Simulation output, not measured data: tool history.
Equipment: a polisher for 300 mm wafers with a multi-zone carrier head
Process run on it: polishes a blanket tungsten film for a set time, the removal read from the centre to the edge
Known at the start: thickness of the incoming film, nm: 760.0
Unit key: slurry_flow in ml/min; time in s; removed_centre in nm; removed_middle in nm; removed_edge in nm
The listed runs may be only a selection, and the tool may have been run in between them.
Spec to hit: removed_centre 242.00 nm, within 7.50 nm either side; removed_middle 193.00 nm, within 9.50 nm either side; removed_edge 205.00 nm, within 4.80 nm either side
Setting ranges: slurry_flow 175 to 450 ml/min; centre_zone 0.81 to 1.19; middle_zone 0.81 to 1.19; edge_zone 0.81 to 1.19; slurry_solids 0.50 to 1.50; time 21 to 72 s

run 1 hour=0.0 | slurry_flow=290 centre_zone=1.00 middle_zone=1.00 edge_zone=1.00 slurry_solids=1.00 time=46 | removed_centre=152.78 removed_middle=150.36 removed_edge=152.28
run 2 hour=7.4 | slurry_flow=290 centre_zone=1.00 middle_zone=1.00 edge_zone=1.03 slurry_solids=1.00 time=46 | removed_centre=150.78 removed_middle=151.24 removed_edge=154.61
run 3 hour=15.1 | slurry_flow=290 centre_zone=1.00 middle_zone=1.00 edge_zone=1.03 slurry_solids=0.85 time=46 | removed_centre=147.99 removed_middle=147.68 removed_edge=149.08
run 4 hour=16.7 | slurry_flow=290 centre_zone=1.00 middle_zone=1.00 edge_zone=1.03 slurry_solids=0.85 time=40 | removed_centre=128.03 removed_middle=129.73 removed_edge=128.39
run 5 hour=19.3 | slurry_flow=300 centre_zone=1.04 middle_zone=1.00 edge_zone=1.03 slurry_solids=0.95 time=42 | removed_centre=143.95 removed_middle=136.08 removed_edge=139.37
run 6 hour=22.1 | slurry_flow=300 centre_zone=1.04 middle_zone=1.00 edge_zone=1.03 slurry_solids=1.05 time=42 | removed_centre=147.09 removed_middle=140.60 removed_edge=141.66
run 7 hour=25.2 | slurry_flow=310 centre_zone=1.07 middle_zone=1.00 edge_zone=1.04 slurry_solids=1.15 time=44 | removed_centre=162.78 removed_middle=149.87 removed_edge=152.88
run 8 hour=32.7 | slurry_flow=320 centre_zone=1.09 middle_zone=1.00 edge_zone=1.05 slurry_solids=1.20 time=45 | removed_centre=169.36 removed_middle=153.39 removed_edge=159.63
run 9 hour=34.9 | slurry_flow=325 centre_zone=1.11 middle_zone=1.00 edge_zone=1.04 slurry_solids=1.25 time=47 | removed_centre=182.85 removed_middle=158.17 removed_edge=165.07
run 10 hour=42.4 | slurry_flow=330 centre_zone=1.12 middle_zone=1.01 edge_zone=1.05 slurry_solids=1.30 time=48 | removed_centre=190.24 removed_middle=170.88 removed_edge=170.82
run 11 hour=46.0 | slurry_flow=335 centre_zone=1.13 middle_zone=1.00 edge_zone=1.05 slurry_solids=1.35 time=49 | removed_centre=194.01 removed_middle=173.72 removed_edge=179.04
run 12 hour=52.3 | slurry_flow=335 centre_zone=1.14 middle_zone=0.99 edge_zone=1.03 slurry_solids=1.35 time=50 | removed_centre=203.48 removed_middle=174.46 removed_edge=178.76
run 13 hour=53.1 | slurry_flow=340 centre_zone=1.15 middle_zone=0.98 edge_zone=1.03 slurry_solids=1.40 time=51 | removed_centre=209.90 removed_middle=180.81 removed_edge=184.32
run 14 hour=53.7 | slurry_flow=345 centre_zone=1.16 middle_zone=0.97 edge_zone=1.03 slurry_solids=1.40 time=52 | removed_centre=219.69 removed_middle=182.43 removed_edge=190.27

Which one of the following 5 next-run settings gets every result inside its allowed miss? There is exactly one.
run A hour=54.3 | slurry_flow=405 centre_zone=1.18 middle_zone=0.94 edge_zone=1.03 slurry_solids=1.50 time=55 | removed_centre=? removed_middle=? removed_edge=?
run B hour=54.3 | slurry_flow=445 centre_zone=0.97 middle_zone=1.02 edge_zone=1.12 slurry_solids=1.50 time=54 | removed_centre=? removed_middle=? removed_edge=?
run C hour=54.3 | slurry_flow=355 centre_zone=1.09 middle_zone=0.95 edge_zone=1.13 slurry_solids=1.50 time=48 | removed_centre=? removed_middle=? removed_edge=?
run D hour=54.3 | slurry_flow=345 centre_zone=1.15 middle_zone=0.96 edge_zone=1.17 slurry_solids=1.25 time=52 | removed_centre=? removed_middle=? removed_edge=?
run E hour=54.3 | slurry_flow=285 centre_zone=0.96 middle_zone=0.85 edge_zone=0.97 slurry_solids=1.35 time=62 | removed_centre=? removed_middle=? removed_edge=?

move=A removed_centre=240.58 removed_middle=194.60 removed_edge=206.10
move=B removed_centre=195.45 removed_middle=206.23 removed_edge=211.90
move=C removed_centre=191.58 removed_middle=169.57 removed_edge=186.84
move=D removed_centre=210.09 removed_middle=177.71 removed_edge=197.77
move=E removed_centre=207.61 removed_middle=191.20 removed_edge=215.42
A: each result inside its tolerance
B: the result that was furthest off in the last run now lies on the other side of its target
C: its largest miss is bigger than the last run's
D: its largest miss is bigger than the last run's
E: the result that was furthest off in the last run now lies on the other side of its target
Go with A: it meets all targets.
